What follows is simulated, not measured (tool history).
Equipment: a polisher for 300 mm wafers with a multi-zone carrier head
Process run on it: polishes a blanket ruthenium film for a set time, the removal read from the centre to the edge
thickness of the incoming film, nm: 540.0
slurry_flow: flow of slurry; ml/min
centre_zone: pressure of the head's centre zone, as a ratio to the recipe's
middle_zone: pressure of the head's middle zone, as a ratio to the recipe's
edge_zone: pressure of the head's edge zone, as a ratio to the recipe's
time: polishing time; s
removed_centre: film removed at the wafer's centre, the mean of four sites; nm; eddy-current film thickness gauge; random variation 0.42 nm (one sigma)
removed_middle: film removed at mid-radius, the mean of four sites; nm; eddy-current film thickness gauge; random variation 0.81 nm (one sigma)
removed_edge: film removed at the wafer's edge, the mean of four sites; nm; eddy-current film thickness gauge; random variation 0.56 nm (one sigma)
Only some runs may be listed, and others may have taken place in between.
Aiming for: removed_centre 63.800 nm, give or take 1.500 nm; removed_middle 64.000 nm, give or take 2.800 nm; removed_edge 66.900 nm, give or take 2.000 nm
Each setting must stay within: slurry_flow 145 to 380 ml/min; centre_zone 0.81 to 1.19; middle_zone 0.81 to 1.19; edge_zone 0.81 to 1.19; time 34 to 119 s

run 1 hour=0.0 | slurry_flow=245 centre_zone=1.00 middle_zone=1.00 edge_zone=1.00 time=76 | removed_centre=75.535 removed_middle=77.031 removed_edge=72.190
run 2 hour=7.6 | slurry_flow=235 centre_zone=0.97 middle_zone=0.96 edge_zone=0.99 time=75 | removed_centre=72.208 removed_middle=72.290 removed_edge=71.204
run 3 hour=16.5 | slurry_flow=270 centre_zone=0.97 middle_zone=0.96 edge_zone=0.99 time=75 | removed_centre=73.008 removed_middle=74.358 removed_edge=71.789
run 4 hour=19.3 | slurry_flow=255 centre_zone=0.95 middle_zone=0.94 edge_zone=0.97 time=74 | removed_centre=71.044 removed_middle=71.154 removed_edge=69.861
run 5 hour=21.4 | slurry_flow=245 centre_zone=0.93 middle_zone=0.93 edge_zone=0.96 time=73 | removed_centre=68.395 removed_middle=69.671 removed_edge=68.437
run 6 hour=29.2 | slurry_flow=245 centre_zone=0.93 middle_zone=0.96 edge_zone=0.96 time=73 | removed_centre=68.196 removed_middle=72.381 removed_edge=69.346
run 7 hour=29.8 | slurry_flow=235 centre_zone=0.92 middle_zone=0.94 edge_zone=0.96 time=73 | removed_centre=66.785 removed_middle=70.515 removed_edge=68.249
run 8 hour=36.9 | slurry_flow=225 centre_zone=0.92 middle_zone=0.92 edge_zone=0.97 time=73 | removed_centre=66.897 removed_middle=68.482 removed_edge=68.704
run 9 hour=44.0 | slurry_flow=215 centre_zone=0.91 middle_zone=0.91 edge_zone=0.97 time=73 | removed_centre=65.262 removed_middle=67.922 removed_edge=68.218
run 10 hour=50.9 | slurry_flow=210 centre_zone=0.91 middle_zone=0.90 edge_zone=0.97 time=73 | removed_centre=65.296 removed_middle=67.555 removed_edge=67.976
run 11 hour=51.8 | slurry_flow=205 centre_zone=0.91 middle_zone=0.89 edge_zone=0.97 time=73 | removed_centre=65.537 removed_middle=67.264 removed_edge=68.163
-- hour=55.5 edge zone pressure recalibrated
run 12 hour=55.5 | slurry_flow=200 centre_zone=0.91 middle_zone=0.88 edge_zone=0.97 time=73 | removed_centre=65.130 removed_middle=66.424 removed_edge=70.646

Which one of the following 5 next-run settings gets every result inside its allowed miss? There is exactly one.
run A hour=59.2 | slurry_flow=250 centre_zone=0.90 middle_zone=1.07 edge_zone=1.00 time=69 | removed_centre=? removed_middle=? removed_edge=?
run B hour=59.2 | slurry_flow=150 centre_zone=0.96 middle_zone=0.93 edge_zone=0.98 time=72 | removed_centre=? removed_middle=? removed_edge=?
run C hour=59.2 | slurry_flow=230 centre_zone=0.95 middle_zone=0.93 edge_zone=0.96 time=72 | removed_centre=? removed_middle=? removed_edge=?
run D hour=59.2 | slurry_flow=275 centre_zone=0.97 middle_zone=0.99 edge_zone=0.89 time=68 | removed_centre=? removed_middle=? removed_edge=?
run E hour=59.2 | slurry_flow=160 centre_zone=0.85 middle_zone=0.83 edge_zone=1.04 time=76 | removed_centre=? removed_middle=? removed_edge=?

move=A removed_centre=63.501 removed_middle=73.975 removed_edge=68.425
move=B removed_centre=64.594 removed_middle=64.564 removed_edge=67.405
move=C removed_centre=68.546 removed_middle=68.631 removed_edge=69.977
move=D removed_centre=67.360 removed_middle=69.327 removed_edge=65.288
move=E removed_centre=62.291 removed_middle=63.306 removed_edge=73.365
A: brings the result that was furthest off to its target, and leaves another outside
B: in spec on every target
C: the biggest miss grows against the last run
D: brings the result that was furthest off to its target, and leaves another outside
E: the biggest miss grows against the last run
Go with B: it meets all targets.
